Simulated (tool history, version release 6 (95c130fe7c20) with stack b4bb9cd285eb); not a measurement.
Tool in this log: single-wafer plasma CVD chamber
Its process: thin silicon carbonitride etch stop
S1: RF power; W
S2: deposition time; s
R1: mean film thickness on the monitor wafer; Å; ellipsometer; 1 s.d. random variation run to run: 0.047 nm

run,hour,S1,S2,R1
1,0,190,20.9,107.06
2,5.9,210,20.9,109.09
3,13.3,215,21.9,114.94
4,18,215,22.6,118.58
5,21.7,215,20,104.82
6,29.7,220,21.3,112.56
7,34.9,225,22.1,117.62
8,37.9,225,22.6,120.25

For run 9, what comes out?
9,45,225,23,?

{"run 9": {"R1": 122.26}}
